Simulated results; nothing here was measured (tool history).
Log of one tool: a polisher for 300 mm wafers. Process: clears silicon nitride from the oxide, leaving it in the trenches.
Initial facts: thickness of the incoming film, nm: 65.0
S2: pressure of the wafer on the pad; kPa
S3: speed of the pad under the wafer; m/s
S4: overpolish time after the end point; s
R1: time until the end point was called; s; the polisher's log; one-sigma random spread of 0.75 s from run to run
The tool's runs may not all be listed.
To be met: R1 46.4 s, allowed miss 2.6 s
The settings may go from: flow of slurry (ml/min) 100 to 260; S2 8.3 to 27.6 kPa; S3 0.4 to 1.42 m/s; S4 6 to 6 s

{"run": 1, "hour": 0.0, "flow of slurry (ml/min)": 165, "S2": 17.9, "S3": 0.9, "S4": 6, "R1": 83.005}
{"run": 2, "hour": 5.3, "flow of slurry (ml/min)": 165, "S2": 20.7, "S3": 0.92, "S4": 6, "R1": 70.892}
{"run": 3, "hour": 12.0, "flow of slurry (ml/min)": 165, "S2": 22.8, "S3": 0.94, "S4": 6, "R1": 63.805}
{"run": 4, "hour": 17.4, "flow of slurry (ml/min)": 165, "S2": 24.8, "S3": 0.94, "S4": 6, "R1": 56.568}
{"run": 5, "hour": 19.5, "flow of slurry (ml/min)": 200, "S2": 24.8, "S3": 0.94, "S4": 6, "R1": 55.909}
{"run": 6, "hour": 25.2, "flow of slurry (ml/min)": 215, "S2": 24.8, "S3": 0.94, "S4": 6, "R1": 55.693}
{"run": 7, "hour": 29.9, "flow of slurry (ml/min)": 215, "S2": 25.5, "S3": 0.96, "S4": 6, "R1": 51.889}
{"run": 8, "hour": 32.0, "flow of slurry (ml/min)": 215, "S2": 26.2, "S3": 0.96, "S4": 6, "R1": 51.587}
{"run": 9, "hour": 39.8, "flow of slurry (ml/min)": 215, "S2": 26.9, "S3": 0.98, "S4": 6, "R1": 48.774}

Next run, 5 choices. One meets every target within its allowed miss, the rest don't. Which?
{"run": "A", "hour": 47.6, "flow of slurry (ml/min)": 205, "S2": 26.2, "S3": 0.94, "S4": 6, "R1": "?"}
{"run": "B", "hour": 47.6, "flow of slurry (ml/min)": 155, "S2": 27.6, "S3": 1.04, "S4": 6, "R1": "?"}
{"run": "C", "hour": 47.6, "flow of slurry (ml/min)": 235, "S2": 27.6, "S3": 1.12, "S4": 6, "R1": "?"}
{"run": "D", "hour": 47.6, "flow of slurry (ml/min)": 255, "S2": 24.1, "S3": 1.02, "S4": 6, "R1": "?"}
{"run": "E", "hour": 47.6, "flow of slurry (ml/min)": 190, "S2": 23.4, "S3": 1.04, "S4": 6, "R1": "?"}

move=A R1=53.968
move=B R1=47.912
move=C R1=42.703
move=D R1=52.909
move=E R1=54.959
A: its largest miss is bigger than the last run's
B: all results in spec
C: takes the biggest miss from the last run beyond its target
D: its largest miss is bigger than the last run's
E: its largest miss is bigger than the last run's
Correct choice: B, which meets every target
